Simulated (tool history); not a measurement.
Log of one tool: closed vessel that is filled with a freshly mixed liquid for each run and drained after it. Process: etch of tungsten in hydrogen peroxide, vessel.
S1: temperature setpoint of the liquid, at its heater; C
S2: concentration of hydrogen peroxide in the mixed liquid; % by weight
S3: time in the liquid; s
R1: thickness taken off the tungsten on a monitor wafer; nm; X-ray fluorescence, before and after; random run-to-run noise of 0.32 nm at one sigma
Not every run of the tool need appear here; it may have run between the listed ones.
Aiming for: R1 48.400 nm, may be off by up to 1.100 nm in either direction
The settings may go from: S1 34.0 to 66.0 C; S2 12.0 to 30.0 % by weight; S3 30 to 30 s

run 1 hour=0.0 | S1=50.0 S2=21.0 S3=30 | R1=30.118
run 2 hour=3.1 | S1=45.0 S2=21.0 S3=30 | R1=22.191
run 3 hour=5.7 | S1=42.0 S2=21.0 S3=30 | R1=17.980
run 4 hour=7.0 | S1=44.0 S2=21.0 S3=30 | R1=20.875
run 5 hour=13.7 | S1=44.0 S2=24.0 S3=30 | R1=22.226
run 6 hour=16.3 | S1=49.5 S2=24.0 S3=30 | R1=31.359
run 7 hour=20.2 | S1=50.5 S2=24.0 S3=30 | R1=32.942
run 8 hour=25.5 | S1=51.0 S2=24.0 S3=30 | R1=33.841
run 9 hour=27.9 | S1=51.5 S2=24.0 S3=30 | R1=34.952
run 10 hour=34.3 | S1=58.0 S2=24.0 S3=30 | R1=51.932
run 11 hour=40.7 | S1=57.5 S2=24.0 S3=30 | R1=50.678

Which of these 5 next moves meets every target?
run A hour=47.1 | S1=58.0 S2=24.0 S3=30 | R1=?
run B hour=47.1 | S1=58.5 S2=22.5 S3=30 | R1=?
run C hour=47.1 | S1=54.5 S2=27.5 S3=30 | R1=?
run D hour=47.1 | S1=57.5 S2=26.0 S3=30 | R1=?
run E hour=47.1 | S1=57.5 S2=22.5 S3=30 | R1=?

move=A R1=51.217
move=B R1=51.053
move=C R1=44.623
move=D R1=51.777
move=E R1=48.166
A: lands further from the targets than the last run did
B: lands further from the targets than the last run did
C: takes the biggest miss from the last run beyond its target
D: lands further from the targets than the last run did
E: all results in spec
Correct choice: E, which meets every target

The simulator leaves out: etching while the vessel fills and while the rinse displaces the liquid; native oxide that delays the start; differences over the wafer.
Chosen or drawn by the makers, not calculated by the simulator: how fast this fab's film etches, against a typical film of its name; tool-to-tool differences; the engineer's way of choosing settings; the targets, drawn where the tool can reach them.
